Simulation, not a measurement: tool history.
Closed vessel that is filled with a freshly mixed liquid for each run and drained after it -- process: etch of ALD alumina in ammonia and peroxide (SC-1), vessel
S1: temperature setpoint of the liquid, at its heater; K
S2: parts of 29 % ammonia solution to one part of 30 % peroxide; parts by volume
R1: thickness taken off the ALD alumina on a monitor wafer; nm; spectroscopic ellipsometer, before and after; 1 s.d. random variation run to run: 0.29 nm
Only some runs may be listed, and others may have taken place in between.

run 1 hour=0.0 | S1=325.15 S2=0.7 time_in_the_liquid_(s)=600 | R1=34.348
run 2 hour=6.8 | S1=325.15 S2=0.5 time_in_the_liquid_(s)=600 | R1=33.166
run 3 hour=12.0 | S1=328.65 S2=0.5 time_in_the_liquid_(s)=600 | R1=40.026
run 4 hour=16.3 | S1=329.65 S2=0.5 time_in_the_liquid_(s)=600 | R1=42.398
run 5 hour=23.5 | S1=329.65 S2=0.5 time_in_the_liquid_(s)=645 | R1=45.200
run 6 hour=27.9 | S1=329.65 S2=0.5 time_in_the_liquid_(s)=600 | R1=42.643
run 7 hour=28.8 | S1=330.65 S2=0.5 time_in_the_liquid_(s)=600 | R1=44.669
run 8 hour=30.1 | S1=331.15 S2=0.5 time_in_the_liquid_(s)=600 | R1=45.886

The next listed run, before its measurement:
run 9 hour=36.5 | S1=331.65 S2=0.5 time_in_the_liquid_(s)=600 | R1=?

Run 9 measured R1 47.011 nm.
